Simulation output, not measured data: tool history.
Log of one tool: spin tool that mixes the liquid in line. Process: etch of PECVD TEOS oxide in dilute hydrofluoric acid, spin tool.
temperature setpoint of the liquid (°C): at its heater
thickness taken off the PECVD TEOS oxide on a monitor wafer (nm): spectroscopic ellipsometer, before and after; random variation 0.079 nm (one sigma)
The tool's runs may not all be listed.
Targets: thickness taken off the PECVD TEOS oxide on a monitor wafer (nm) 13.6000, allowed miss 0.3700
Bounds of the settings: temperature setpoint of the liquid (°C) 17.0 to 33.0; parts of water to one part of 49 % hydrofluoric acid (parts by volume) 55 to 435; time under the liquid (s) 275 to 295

run  hour  temperature setpoint of the liquid (°C)  parts of water to one part of 49 % hydrofluoric acid (parts by volume)  time under the liquid (s)  thickness taken off the PECVD TEOS oxide on a monitor wafer (nm)
  1   0.0                                     25.0                                                                     245                        275                                                           11.6770
  2   0.7                                     26.0                                                                     245                        275                                                           12.0560
  3   7.0                                     26.0                                                                     245                        275                                                           12.0220
  4  14.4                                     26.0                                                                     315                        275                                                            8.7003
  5  18.0                                     26.0                                                                     360                        275                                                            7.2473
  6  26.6                                     27.5                                                                     335                        275                                                            8.4040
  7  33.6                                     29.0                                                                     315                        275                                                            9.5834
  8  35.6                                     30.0                                                                     300                        275                                                           10.5790
  9  36.5                                     33.0                                                                     260                        275                                                           14.1180

4 next moves are on the table. One of them brings every result within its allowed miss. Which?
  A  37.4                                     27.0                                                                     225                        295                                                                 ?
  B  37.4                                     32.0                                                                     245                        275                                                                 ?
  C  37.4                                     32.5                                                                     280                        295                                                                 ?
  D  37.4                                     32.5                                                                     275                        275                                                                 ?

move  thickness taken off the PECVD TEOS oxide on a monitor wafer (nm)
   A                                                           14.9360
   B                                                           14.7980
   C                                                           13.5370
   D                                                           12.9250
A: further off than the last run
B: further off than the last run
C: meets every target
D: takes the result that was furthest off past its target
Move C is the one to make.
